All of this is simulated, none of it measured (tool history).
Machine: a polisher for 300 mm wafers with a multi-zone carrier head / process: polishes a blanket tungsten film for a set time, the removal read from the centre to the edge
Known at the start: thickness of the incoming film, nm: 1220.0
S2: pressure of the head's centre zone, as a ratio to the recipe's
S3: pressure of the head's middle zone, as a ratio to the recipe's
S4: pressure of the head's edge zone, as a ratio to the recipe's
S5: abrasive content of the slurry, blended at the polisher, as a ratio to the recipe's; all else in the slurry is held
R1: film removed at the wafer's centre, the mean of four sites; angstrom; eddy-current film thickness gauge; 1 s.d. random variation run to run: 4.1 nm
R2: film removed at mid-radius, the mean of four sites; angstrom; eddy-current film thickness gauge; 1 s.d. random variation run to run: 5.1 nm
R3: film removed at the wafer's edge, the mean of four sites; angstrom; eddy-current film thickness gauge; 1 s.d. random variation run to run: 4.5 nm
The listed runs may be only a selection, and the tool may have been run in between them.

{"run": 1, "day": 0.0, "flow of slurry (ml/min)": 310, "S2": 1, "S3": 1, "S4": 1, "S5": 1, "polishing time (s)": 44, "R1": 1887.8, "R2": 1895.5, "R3": 1877.7}
{"run": 2, "day": 0.262, "flow of slurry (ml/min)": 310, "S2": 1, "S3": 1, "S4": 1, "S5": 1, "polishing time (s)": 36, "R1": 1506.4, "R2": 1542.5, "R3": 1515}
{"run": 3, "day": 0.421, "flow of slurry (ml/min)": 310, "S2": 1, "S3": 1, "S4": 1, "S5": 0.8, "polishing time (s)": 36, "R1": 1418, "R2": 1417, "R3": 1430.4}
{"run": 4, "day": 0.742, "flow of slurry (ml/min)": 310, "S2": 1, "S3": 1, "S4": 1, "S5": 0.65, "polishing time (s)": 36, "R1": 1310.1, "R2": 1331.8, "R3": 1286}
{"run": 5, "day": 0.829, "flow of slurry (ml/min)": 310, "S2": 1, "S3": 1.07, "S4": 1, "S5": 0.65, "polishing time (s)": 36, "R1": 1304.7, "R2": 1409.8, "R3": 1344.5}
{"run": 6, "day": 0.904, "flow of slurry (ml/min)": 310, "S2": 1, "S3": 1.07, "S4": 0.93, "S5": 0.65, "polishing time (s)": 36, "R1": 1342.9, "R2": 1413.7, "R3": 1271.3}
{"run": 7, "day": 1.125, "flow of slurry (ml/min)": 315, "S2": 1, "S3": 1.1, "S4": 0.93, "S5": 0.85, "polishing time (s)": 41, "R1": 1700.1, "R2": 1802.3, "R3": 1604.6}
{"run": 8, "day": 1.446, "flow of slurry (ml/min)": 320, "S2": 0.99, "S3": 1.12, "S4": 0.93, "S5": 1, "polishing time (s)": 44, "R1": 1848.2, "R2": 2008.8, "R3": 1835.5}
{"run": 9, "day": 1.638, "flow of slurry (ml/min)": 320, "S2": 0.98, "S3": 1.14, "S4": 0.9, "S5": 1.1, "polishing time (s)": 48, "R1": 2084.6, "R2": 2460.9, "R3": 2036.8}

What will run 10 give?
{"run": 10, "day": 1.738, "flow of slurry (ml/min)": 320, "S2": 0.98, "S3": 1.14, "S4": 0.9, "S5": 1.1, "polishing time (s)": 48, "R1": "?", "R2": "?", "R3": "?"}

For run 10 the tool returned R1 2092.7 angstrom, R2 2424 angstrom, R3 2073.1 angstrom.
